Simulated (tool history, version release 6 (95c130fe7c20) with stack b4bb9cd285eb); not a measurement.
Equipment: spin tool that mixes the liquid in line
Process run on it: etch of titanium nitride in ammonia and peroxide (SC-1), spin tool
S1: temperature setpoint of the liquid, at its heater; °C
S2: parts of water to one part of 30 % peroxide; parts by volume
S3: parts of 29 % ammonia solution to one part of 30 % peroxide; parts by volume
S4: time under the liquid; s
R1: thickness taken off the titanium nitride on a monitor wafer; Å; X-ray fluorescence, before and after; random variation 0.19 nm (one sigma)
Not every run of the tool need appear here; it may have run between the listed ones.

Run 1, hour 0: S1 56 °C, S2 8 parts by volume, S3 0.45 parts by volume, S4 270 s. Result: R1 315.16 Å.
Run 2, hour 1.6: S1 56 °C, S2 8 parts by volume, S3 0.45 parts by volume, S4 290 s. Result: R1 340.39 Å.
Run 3, hour 5.4: S1 59 °C, S2 8 parts by volume, S3 0.45 parts by volume, S4 290 s. Result: R1 415.87 Å.
Run 4, hour 10.7: S1 59 °C, S2 5.5 parts by volume, S3 0.45 parts by volume, S4 290 s. Result: R1 498.67 Å.
Run 5, hour 17.9: S1 56 °C, S2 5.5 parts by volume, S3 0.45 parts by volume, S4 290 s. Result: R1 412.01 Å.
Run 6, hour 24.8: S1 56 °C, S2 5.5 parts by volume, S3 0.45 parts by volume, S4 290 s. Result: R1 412.14 Å.

Estimate the outcome of run 7 from the log above:
Run 7, hour 25.5: S1 53.5 °C, S2 5.5 parts by volume, S3 0.45 parts by volume, S4 290 s. Result: R1 ?.

{"run 7": {"R1": 351.81}}
